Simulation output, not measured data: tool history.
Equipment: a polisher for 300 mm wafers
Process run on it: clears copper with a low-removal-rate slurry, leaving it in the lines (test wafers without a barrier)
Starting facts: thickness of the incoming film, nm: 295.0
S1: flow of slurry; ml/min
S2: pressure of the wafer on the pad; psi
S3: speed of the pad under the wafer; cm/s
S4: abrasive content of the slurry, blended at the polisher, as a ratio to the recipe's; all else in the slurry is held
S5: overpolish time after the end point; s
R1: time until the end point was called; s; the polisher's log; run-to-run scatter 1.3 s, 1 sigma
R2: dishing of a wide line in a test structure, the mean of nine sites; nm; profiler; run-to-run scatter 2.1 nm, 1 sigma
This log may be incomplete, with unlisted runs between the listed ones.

run 1 hour=0 | S1=215 S2=3.3 S3=92 S4=1 S5=28 | R1=115.67 R2=48.791
run 2 hour=1.8 | S1=180 S2=3.3 S3=92 S4=1 S5=28 | R1=116.51 R2=51.178
run 3 hour=5.1 | S1=180 S2=3.6 S3=92 S4=1 S5=30 | R1=111.54 R2=55.829
run 4 hour=9.9 | S1=180 S2=4.4 S3=92 S4=1 S5=30 | R1=92.145 R2=64.463
run 5 hour=11.4 | S1=180 S2=4.5 S3=92 S4=1 S5=32 | R1=91.954 R2=70.026
run 6 hour=12.9 | S1=180 S2=4.6 S3=92 S4=1 S5=33 | R1=91.628 R2=74.319
-- hour=18 slurry nozzle cleaned
run 7 hour=18 | S1=180 S2=4.6 S3=92 S4=1 S5=33 | R1=87.638 R2=74.961

The next listed run, before its measurement:
run 8 hour=19.5 | S1=180 S2=4.6 S3=92 S4=1 S5=34 | R1=? R2=?

R1: 86.011 s
R2: 76.946 nm

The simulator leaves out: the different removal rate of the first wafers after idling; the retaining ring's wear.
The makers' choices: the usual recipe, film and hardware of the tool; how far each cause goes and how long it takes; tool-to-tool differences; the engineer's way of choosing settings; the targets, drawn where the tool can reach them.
